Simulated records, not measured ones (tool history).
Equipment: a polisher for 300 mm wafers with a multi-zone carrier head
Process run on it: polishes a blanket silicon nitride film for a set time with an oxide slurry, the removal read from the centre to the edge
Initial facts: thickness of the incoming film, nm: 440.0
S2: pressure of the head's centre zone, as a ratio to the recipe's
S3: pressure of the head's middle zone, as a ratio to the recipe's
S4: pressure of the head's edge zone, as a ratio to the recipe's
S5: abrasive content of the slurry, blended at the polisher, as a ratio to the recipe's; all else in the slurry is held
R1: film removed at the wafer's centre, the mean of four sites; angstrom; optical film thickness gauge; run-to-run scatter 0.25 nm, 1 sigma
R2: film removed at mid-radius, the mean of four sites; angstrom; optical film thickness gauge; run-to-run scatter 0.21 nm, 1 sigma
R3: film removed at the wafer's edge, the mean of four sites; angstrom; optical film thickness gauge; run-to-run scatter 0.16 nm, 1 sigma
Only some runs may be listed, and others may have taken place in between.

run 1 hour=0.0 | flow_of_slurry_(ml/min)=265 S2=1.00 S3=1.00 S4=1.00 S5=1.00 polishing_time_(s)=46 | R1=361.60 R2=363.65 R3=379.02
run 2 hour=6.9 | flow_of_slurry_(ml/min)=265 S2=1.00 S3=0.99 S4=0.98 S5=0.95 polishing_time_(s)=44 | R1=337.50 R2=351.63 R3=345.67
run 3 hour=8.5 | flow_of_slurry_(ml/min)=265 S2=1.00 S3=0.93 S4=0.98 S5=0.95 polishing_time_(s)=44 | R1=330.67 R2=330.98 R3=351.47
run 4 hour=9.6 | flow_of_slurry_(ml/min)=260 S2=1.01 S3=0.92 S4=0.97 S5=0.90 polishing_time_(s)=43 | R1=326.91 R2=311.95 R3=328.91
run 5 hour=17.6 | flow_of_slurry_(ml/min)=260 S2=1.01 S3=0.88 S4=0.97 S5=0.90 polishing_time_(s)=43 | R1=322.14 R2=296.99 R3=327.90
run 6 hour=21.4 | flow_of_slurry_(ml/min)=255 S2=1.00 S3=0.87 S4=0.96 S5=0.85 polishing_time_(s)=42 | R1=305.99 R2=282.72 R3=308.70
run 7 hour=26.2 | flow_of_slurry_(ml/min)=250 S2=0.99 S3=0.86 S4=0.95 S5=0.80 polishing_time_(s)=41 | R1=285.84 R2=267.17 R3=287.41
run 8 hour=33.5 | flow_of_slurry_(ml/min)=245 S2=0.99 S3=0.85 S4=0.94 S5=0.75 polishing_time_(s)=41 | R1=274.57 R2=253.45 R3=277.16
run 9 hour=42.4 | flow_of_slurry_(ml/min)=240 S2=0.99 S3=0.85 S4=0.93 S5=0.70 polishing_time_(s)=41 | R1=263.93 R2=238.55 R3=266.11
run 10 hour=44.0 | flow_of_slurry_(ml/min)=240 S2=0.99 S3=0.86 S4=0.92 S5=0.70 polishing_time_(s)=41 | R1=258.46 R2=239.98 R3=265.48
run 11 hour=48.4 | flow_of_slurry_(ml/min)=245 S2=1.00 S3=0.87 S4=0.91 S5=0.70 polishing_time_(s)=40 | R1=257.09 R2=241.13 R3=254.91
run 12 hour=57.2 | flow_of_slurry_(ml/min)=245 S2=1.00 S3=0.87 S4=0.90 S5=0.70 polishing_time_(s)=40 | R1=258.26 R2=242.31 R3=251.81
run 13 hour=59.7 | flow_of_slurry_(ml/min)=240 S2=1.00 S3=0.87 S4=0.89 S5=0.70 polishing_time_(s)=40 | R1=257.12 R2=242.36 R3=251.24
run 14 hour=67.2 | flow_of_slurry_(ml/min)=240 S2=0.99 S3=0.86 S4=0.83 S5=0.50 polishing_time_(s)=35 | R1=178.03 R2=169.03 R3=174.58
run 15 hour=73.9 | flow_of_slurry_(ml/min)=240 S2=1.00 S3=0.87 S4=0.84 S5=0.50 polishing_time_(s)=35 | R1=177.56 R2=166.82 R3=170.00
run 16 hour=74.6 | flow_of_slurry_(ml/min)=240 S2=1.01 S3=0.88 S4=0.86 S5=0.50 polishing_time_(s)=35 | R1=185.13 R2=168.87 R3=174.53
run 17 hour=81.8 | flow_of_slurry_(ml/min)=240 S2=1.01 S3=0.88 S4=0.86 S5=0.50 polishing_time_(s)=35 | R1=182.53 R2=169.20 R3=176.62
run 18 hour=88.4 | flow_of_slurry_(ml/min)=240 S2=1.01 S3=0.89 S4=0.87 S5=0.50 polishing_time_(s)=35 | R1=183.38 R2=169.91 R3=173.78
run 19 hour=92.3 | flow_of_slurry_(ml/min)=240 S2=1.01 S3=0.90 S4=0.88 S5=0.50 polishing_time_(s)=35 | R1=179.32 R2=171.07 R3=176.65
run 20 hour=99.2 | flow_of_slurry_(ml/min)=240 S2=1.02 S3=0.91 S4=0.89 S5=0.50 polishing_time_(s)=35 | R1=179.64 R2=174.76 R3=177.26
run 21 hour=107.1 | flow_of_slurry_(ml/min)=240 S2=1.03 S3=0.91 S4=0.90 S5=0.50 polishing_time_(s)=35 | R1=183.64 R2=172.67 R3=177.15

Estimate the outcome of run 22 from the log above:
run 22 hour=115.1 | flow_of_slurry_(ml/min)=240 S2=1.04 S3=0.92 S4=0.91 S5=0.50 polishing_time_(s)=35 | R1=? R2=? R3=?

For run 22 the tool returned R1 184.90 angstrom, R2 175.03 angstrom, R3 177.22 angstrom.

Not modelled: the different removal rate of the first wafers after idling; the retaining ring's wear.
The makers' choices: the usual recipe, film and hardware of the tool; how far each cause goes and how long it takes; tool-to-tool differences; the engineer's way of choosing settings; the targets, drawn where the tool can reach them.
